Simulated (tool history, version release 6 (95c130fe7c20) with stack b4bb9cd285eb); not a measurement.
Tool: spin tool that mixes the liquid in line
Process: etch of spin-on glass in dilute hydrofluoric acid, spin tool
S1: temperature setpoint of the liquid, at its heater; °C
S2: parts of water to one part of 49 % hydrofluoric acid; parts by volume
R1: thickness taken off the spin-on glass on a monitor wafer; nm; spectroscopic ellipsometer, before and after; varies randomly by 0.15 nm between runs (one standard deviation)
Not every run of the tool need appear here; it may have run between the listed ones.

run 1 hour=0.0 | S1=23.0 S2=135 time_under_the_liquid_(s)=70 | R1=15.134
run 2 hour=0.8 | S1=23.0 S2=110 time_under_the_liquid_(s)=70 | R1=18.713
run 3 hour=3.1 | S1=21.5 S2=110 time_under_the_liquid_(s)=70 | R1=17.666
run 4 hour=9.7 | S1=21.5 S2=110 time_under_the_liquid_(s)=70 | R1=17.672
run 5 hour=11.5 | S1=21.5 S2=110 time_under_the_liquid_(s)=75 | R1=19.042
run 6 hour=18.5 | S1=21.5 S2=110 time_under_the_liquid_(s)=70 | R1=17.691

Expected results for the next run?
run 7 hour=22.1 | S1=25.5 S2=95 time_under_the_liquid_(s)=70 | R1=?

{"run 7": {"R1": 24.475}}
